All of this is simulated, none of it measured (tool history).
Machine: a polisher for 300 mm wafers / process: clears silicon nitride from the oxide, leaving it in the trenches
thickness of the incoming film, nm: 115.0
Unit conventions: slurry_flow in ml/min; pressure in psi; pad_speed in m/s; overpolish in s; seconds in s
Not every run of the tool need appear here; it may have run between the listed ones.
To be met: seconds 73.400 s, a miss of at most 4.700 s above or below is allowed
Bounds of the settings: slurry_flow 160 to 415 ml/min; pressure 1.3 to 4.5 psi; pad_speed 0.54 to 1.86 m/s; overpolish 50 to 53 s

| run | hour | slurry_flow | pressure | pad_speed | overpolish | seconds |
|---|---|---|---|---|---|---|
| 1 | 0.0 | 265 | 2.9 | 1.18 | 50 | 95.789 |
| 2 | 5.5 | 265 | 2.3 | 1.18 | 50 | 113.810 |
| 3 | 11.7 | 265 | 2.3 | 1.36 | 50 | 101.530 |
| 4 | 18.7 | 265 | 2.6 | 1.38 | 50 | 91.264 |
| 5 | 19.8 | 265 | 2.8 | 1.40 | 50 | 85.283 |
| 6 | 24.6 | 265 | 2.2 | 1.40 | 50 | 104.080 |
| 7 | 29.5 | 265 | 2.5 | 1.42 | 50 | 92.726 |
| 8 | 35.4 | 265 | 2.5 | 1.42 | 50 | 92.601 |
| 9 | 43.6 | 265 | 2.7 | 1.44 | 50 | 85.704 |
| 10 | 45.8 | 265 | 2.8 | 1.46 | 50 | 79.808 |
| 11 | 54.1 | 265 | 2.9 | 1.46 | 50 | 78.493 |

Exercise: of the 4 proposed moves below, exactly one satisfies all targets within the stated allowed misses. Which move is it?
| A | 62.4 | 285 | 2.4 | 1.52 | 50 | ? |
| B | 62.4 | 320 | 2.6 | 1.46 | 50 | ? |
| C | 62.4 | 215 | 2.9 | 1.66 | 50 | ? |
| D | 62.4 | 210 | 2.8 | 1.46 | 50 | ? |

| move | seconds |
|---|---|
| A | 90.032 |
| B | 86.168 |
| C | 73.819 |
| D | 85.029 |
A: its largest miss is bigger than the last run's
B: its largest miss is bigger than the last run's
C: every result within its allowed miss
D: its largest miss is bigger than the last run's
C meets every target.
